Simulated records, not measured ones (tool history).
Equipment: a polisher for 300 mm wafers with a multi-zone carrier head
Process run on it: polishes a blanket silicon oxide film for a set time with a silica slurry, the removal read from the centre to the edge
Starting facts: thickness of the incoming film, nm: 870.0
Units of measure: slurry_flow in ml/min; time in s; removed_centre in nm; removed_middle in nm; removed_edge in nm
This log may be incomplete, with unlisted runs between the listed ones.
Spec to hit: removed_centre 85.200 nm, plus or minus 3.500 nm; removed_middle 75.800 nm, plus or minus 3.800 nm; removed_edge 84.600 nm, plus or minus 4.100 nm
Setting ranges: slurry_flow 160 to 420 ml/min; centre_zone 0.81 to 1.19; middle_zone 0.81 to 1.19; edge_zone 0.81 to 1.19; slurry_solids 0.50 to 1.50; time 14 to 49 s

{"run": 1, "day": 0.0, "slurry_flow": 270, "centre_zone": 1.0, "middle_zone": 1.0, "edge_zone": 1.0, "slurry_solids": 1.0, "time": 31, "removed_centre": 133.16, "removed_middle": 132.73, "removed_edge": 132.32}
{"run": 2, "day": 0.262, "slurry_flow": 270, "centre_zone": 1.0, "middle_zone": 0.97, "edge_zone": 0.99, "slurry_solids": 0.9, "time": 30, "removed_centre": 119.98, "removed_middle": 120.65, "removed_edge": 120.96}
{"run": 3, "day": 0.621, "slurry_flow": 265, "centre_zone": 1.02, "middle_zone": 0.94, "edge_zone": 0.99, "slurry_solids": 0.8, "time": 29, "removed_centre": 112.53, "removed_middle": 102.31, "removed_edge": 110.49}
{"run": 4, "day": 0.967, "slurry_flow": 265, "centre_zone": 0.97, "middle_zone": 0.94, "edge_zone": 0.99, "slurry_solids": 0.8, "time": 29, "removed_centre": 107.48, "removed_middle": 102.77, "removed_edge": 110.69}
{"run": 5, "day": 1.008, "slurry_flow": 265, "centre_zone": 0.97, "middle_zone": 0.93, "edge_zone": 0.97, "slurry_solids": 0.75, "time": 29, "removed_centre": 104.56, "removed_middle": 98.762, "removed_edge": 107.28}
{"run": 6, "day": 1.25, "slurry_flow": 265, "centre_zone": 0.97, "middle_zone": 0.92, "edge_zone": 0.95, "slurry_solids": 0.7, "time": 29, "removed_centre": 99.289, "removed_middle": 95.108, "removed_edge": 99.108}
{"run": 7, "day": 1.392, "slurry_flow": 260, "centre_zone": 0.96, "middle_zone": 0.9, "edge_zone": 0.94, "slurry_solids": 0.65, "time": 29, "removed_centre": 94.53, "removed_middle": 86.563, "removed_edge": 96.533}
{"run": 8, "day": 1.55, "slurry_flow": 260, "centre_zone": 0.96, "middle_zone": 0.9, "edge_zone": 0.94, "slurry_solids": 0.65, "time": 29, "removed_centre": 94.782, "removed_middle": 87.772, "removed_edge": 95.911}
{"run": 9, "day": 1.738, "slurry_flow": 255, "centre_zone": 0.95, "middle_zone": 0.89, "edge_zone": 0.92, "slurry_solids": 0.65, "time": 29, "removed_centre": 92.532, "removed_middle": 86.129, "removed_edge": 95.394}
{"run": 10, "day": 1.842, "slurry_flow": 255, "centre_zone": 0.95, "middle_zone": 0.88, "edge_zone": 0.91, "slurry_solids": 0.65, "time": 29, "removed_centre": 94.3, "removed_middle": 86.522, "removed_edge": 95.387}
{"run": 11, "day": 2.067, "slurry_flow": 255, "centre_zone": 0.95, "middle_zone": 0.87, "edge_zone": 0.9, "slurry_solids": 0.6, "time": 29, "removed_centre": 91.042, "removed_middle": 81.184, "removed_edge": 88.271}
{"run": 12, "day": 2.096, "slurry_flow": 250, "centre_zone": 0.94, "middle_zone": 0.86, "edge_zone": 0.9, "slurry_solids": 0.6, "time": 29, "removed_centre": 87.947, "removed_middle": 81.19, "removed_edge": 88.582}
{"run": 13, "day": 2.121, "slurry_flow": 245, "centre_zone": 0.94, "middle_zone": 0.85, "edge_zone": 0.9, "slurry_solids": 0.6, "time": 29, "removed_centre": 85.524, "removed_middle": 81.869, "removed_edge": 88.904}
{"run": 14, "day": 2.146, "slurry_flow": 260, "centre_zone": 1.0, "middle_zone": 0.81, "edge_zone": 0.9, "slurry_solids": 0.5, "time": 29, "removed_centre": 83.758, "removed_middle": 70.485, "removed_edge": 80.272}
{"run": 15, "day": 2.442, "slurry_flow": 260, "centre_zone": 0.99, "middle_zone": 0.82, "edge_zone": 0.9, "slurry_solids": 0.5, "time": 29, "removed_centre": 83.542, "removed_middle": 70.943, "removed_edge": 80.47}
{"run": 16, "day": 2.658, "slurry_flow": 260, "centre_zone": 0.99, "middle_zone": 0.83, "edge_zone": 0.9, "slurry_solids": 0.5, "time": 29, "removed_centre": 84.415, "removed_middle": 70.613, "removed_edge": 78.403}
{"run": 17, "day": 2.775, "slurry_flow": 260, "centre_zone": 0.98, "middle_zone": 0.84, "edge_zone": 0.91, "slurry_solids": 0.5, "time": 29, "removed_centre": 83.359, "removed_middle": 71.722, "removed_edge": 80.312}

5 next moves are on the table. One of them brings every result within its allowed miss. Which?
{"run": "A", "day": 2.892, "slurry_flow": 270, "centre_zone": 1.06, "middle_zone": 0.83, "edge_zone": 0.88, "slurry_solids": 0.5, "time": 31, "removed_centre": "?", "removed_middle": "?", "removed_edge": "?"}
{"run": "B", "day": 2.892, "slurry_flow": 335, "centre_zone": 1.16, "middle_zone": 0.81, "edge_zone": 0.85, "slurry_solids": 0.5, "time": 27, "removed_centre": "?", "removed_middle": "?", "removed_edge": "?"}
{"run": "C", "day": 2.892, "slurry_flow": 250, "centre_zone": 0.86, "middle_zone": 0.99, "edge_zone": 0.88, "slurry_solids": 0.85, "time": 23, "removed_centre": "?", "removed_middle": "?", "removed_edge": "?"}
{"run": "D", "day": 2.892, "slurry_flow": 180, "centre_zone": 1.0, "middle_zone": 0.87, "edge_zone": 0.9, "slurry_solids": 0.6, "time": 28, "removed_centre": "?", "removed_middle": "?", "removed_edge": "?"}
{"run": "E", "day": 2.892, "slurry_flow": 215, "centre_zone": 0.94, "middle_zone": 0.97, "edge_zone": 0.87, "slurry_solids": 0.55, "time": 30, "removed_centre": "?", "removed_middle": "?", "removed_edge": "?"}

move=A removed_centre=95.452 removed_middle=76.429 removed_edge=87.707
move=B removed_centre=92.232 removed_middle=66.611 removed_edge=76.521
move=C removed_centre=78.780 removed_middle=87.871 removed_edge=87.020
move=D removed_centre=86.165 removed_middle=75.980 removed_edge=85.792
move=E removed_centre=85.515 removed_middle=86.899 removed_edge=87.598
A: meets the target for the result that was furthest off, but another lies outside its allowed miss
B: its largest miss is bigger than the last run's
C: carries the result that was furthest off beyond its target, to the other side
D: each result inside its tolerance
E: carries the result that was furthest off beyond its target, to the other side
Answer: D
